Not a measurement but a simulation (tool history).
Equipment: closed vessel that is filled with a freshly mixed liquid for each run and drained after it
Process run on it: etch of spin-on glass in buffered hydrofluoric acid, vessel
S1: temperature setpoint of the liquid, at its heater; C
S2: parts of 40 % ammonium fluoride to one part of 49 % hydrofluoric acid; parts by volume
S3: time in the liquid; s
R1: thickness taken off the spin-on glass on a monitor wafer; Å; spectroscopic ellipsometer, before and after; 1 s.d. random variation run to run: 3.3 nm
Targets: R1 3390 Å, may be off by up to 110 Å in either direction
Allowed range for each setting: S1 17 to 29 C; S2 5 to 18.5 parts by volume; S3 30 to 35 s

{"run": 1, "hour": 0.0, "S1": 21, "S2": 11.5, "S3": 35, "R1": 1219.9}
{"run": 2, "hour": 8.5, "S1": 21, "S2": 13, "S3": 35, "R1": 1056.2}
{"run": 3, "hour": 16.3, "S1": 21, "S2": 14.5, "S3": 35, "R1": 973.81}
{"run": 4, "hour": 17.8, "S1": 22, "S2": 13, "S3": 35, "R1": 1153.7}
{"run": 5, "hour": 25.5, "S1": 19.5, "S2": 13, "S3": 35, "R1": 986.46}
{"run": 6, "hour": 30.6, "S1": 21, "S2": 12, "S3": 35, "R1": 1180.4}
{"hour": 31.6, "done": "thermometer replaced"}
{"run": 7, "hour": 31.6, "S1": 22, "S2": 11, "S3": 35, "R1": 1482}
{"run": 8, "hour": 34.6, "S1": 23, "S2": 10.5, "S3": 35, "R1": 1693}
{"run": 9, "hour": 38.7, "S1": 24, "S2": 10.5, "S3": 35, "R1": 1784.2}
{"run": 10, "hour": 41.9, "S1": 24.5, "S2": 10, "S3": 35, "R1": 1908.6}
{"run": 11, "hour": 46.7, "S1": 25, "S2": 9.5, "S3": 35, "R1": 2047.8}
{"run": 12, "hour": 50.6, "S1": 25.5, "S2": 9, "S3": 35, "R1": 2155.5}
{"run": 13, "hour": 52.2, "S1": 26, "S2": 8.5, "S3": 35, "R1": 2355.7}
{"run": 14, "hour": 54.4, "S1": 26.5, "S2": 8, "S3": 35, "R1": 2574.8}
{"run": 15, "hour": 58.9, "S1": 27, "S2": 8, "S3": 35, "R1": 2698.1}
{"run": 16, "hour": 62.4, "S1": 27.5, "S2": 8, "S3": 35, "R1": 2700.6}

4 candidate next runs follow, results not yet known. Just one meets every target within its allowed miss. Identify it.
{"run": "A", "hour": 65.9, "S1": 25, "S2": 8, "S3": 35, "R1": "?"}
{"run": "B", "hour": 65.9, "S1": 29, "S2": 6.5, "S3": 35, "R1": "?"}
{"run": "C", "hour": 65.9, "S1": 26.5, "S2": 6, "S3": 35, "R1": "?"}
{"run": "D", "hour": 65.9, "S1": 27, "S2": 10, "S3": 30, "R1": "?"}

move=A R1=2405.8
move=B R1=3668.8
move=C R1=3442.9
move=D R1=1891.5
A: misses by more than the last run did
B: moves the result that the last run missed by most past its target, out the other side
C: every result within its allowed miss
D: misses by more than the last run did
Answer: C
